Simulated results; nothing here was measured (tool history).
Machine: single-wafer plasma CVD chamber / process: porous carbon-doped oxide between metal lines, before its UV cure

run	day	heater temperature setpoint (°C)	RF power (W)	deposition time (s)	mean film thickness on the monitor wafer (nm)
1	0	310	470	61.5	326.45
2	0.042	310	470	61.5	325.23
3	0.325	310	535	61.5	362.87
4	0.45	309	535	61.5	364.48
5	0.7	315	535	61.5	351.27
6	0.883	313	540	61.5	358.45
7	0.958	312	540	61.5	361.05
8	1.112	311	540	61.5	363.04
9	1.383	310	540	61.5	364.83

What does the tool deliver on the next run?
10	1.421	309	540	61.5	?

{"run 10": {"mean film thickness on the monitor wafer (nm)": 367.33}}
